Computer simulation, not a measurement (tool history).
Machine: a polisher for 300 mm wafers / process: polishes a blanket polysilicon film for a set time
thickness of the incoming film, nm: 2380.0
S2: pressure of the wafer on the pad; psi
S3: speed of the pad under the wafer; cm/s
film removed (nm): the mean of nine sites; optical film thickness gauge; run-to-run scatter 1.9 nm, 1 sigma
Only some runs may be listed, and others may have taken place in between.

Run 1, day 0: flow of slurry (ml/min) 130, S2 3 psi, S3 98 cm/s, polishing time (s) 40. Result: film removed (nm) 319.46.
Run 2, day 0.346: flow of slurry (ml/min) 130, S2 2.6 psi, S3 90 cm/s, polishing time (s) 40. Result: film removed (nm) 270.06.
Run 3, day 0.583: flow of slurry (ml/min) 130, S2 2.6 psi, S3 76 cm/s, polishing time (s) 40. Result: film removed (nm) 219.88.
Run 4, day 0.775: flow of slurry (ml/min) 130, S2 2.3 psi, S3 72 cm/s, polishing time (s) 40. Result: film removed (nm) 189.54.
Run 5, day 0.812: flow of slurry (ml/min) 130, S2 2.8 psi, S3 72 cm/s, polishing time (s) 40. Result: film removed (nm) 225.02.
Run 6, day 1.083: flow of slurry (ml/min) 130, S2 2.4 psi, S3 70 cm/s, polishing time (s) 40. Result: film removed (nm) 190.6.
At day 1.3: slurry nozzle cleaned.
Run 7, day 1.3: flow of slurry (ml/min) 130, S2 2.1 psi, S3 70 cm/s, polishing time (s) 40. Result: film removed (nm) 192.3.

Expected results for the next run?
Run 8, day 1.538: flow of slurry (ml/min) 130, S2 1.9 psi, S3 64 cm/s, polishing time (s) 40. Result: film removed (nm) ?.

{"run 8": {"film removed (nm)": 164.4}}
